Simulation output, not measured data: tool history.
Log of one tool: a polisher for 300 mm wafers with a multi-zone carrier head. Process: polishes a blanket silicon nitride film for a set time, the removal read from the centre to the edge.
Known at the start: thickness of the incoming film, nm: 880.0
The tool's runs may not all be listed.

run  hour  flow of slurry (ml/min)  pressure of the head's centre zone  pressure of the head's middle zone  pressure of the head's edge zone  polishing time (s)  film removed at the wafer's centre (nm)  film removed at mid-radius (nm)  film removed at the wafer's edge (nm)
  1   0.0                      290                                1.00                                1.00                              1.00                  63                                   193.15                           195.06                                 190.80
  2   3.3                      290                                1.00                                1.00                              1.00                  51                                   158.06                           153.60                                 153.90
  3   7.0                      290                                0.99                                0.98                              0.98                  49                                   148.84                           143.80                                 147.53
  4   9.9                      290                                0.99                                0.98                              0.98                  64                                   194.36                           191.79                                 193.78
  5  17.5                      290                                0.98                                0.97                              0.97                  60                                   179.69                           176.80                                 177.64
  6  20.5                      290                                0.98                                1.03                              0.97                  60                                   181.62                           186.01                                 181.62
  7  27.1                      290                                0.98                                1.03                              0.97                  60                                   180.11                           188.99                                 180.30
  8  33.5                      290                                0.97                                1.01                              0.96                  57                                   169.95                           177.84                                 169.19
  9  39.3                      285                                0.96                                0.99                              0.96                  55                                   164.25                           163.22                                 166.40
 10  47.9                      285                                0.96                                0.99                              0.96                  55                                   159.44                           168.54                                 163.20

Forecast run 11:
 11  50.2                      285                                0.96                                0.97                              0.96                  53                                        ?                                ?                                      ?

Run 11 gave film removed at the wafer's centre (nm) 155.95, film removed at mid-radius (nm) 154.33, film removed at the wafer's edge (nm) 158.27.
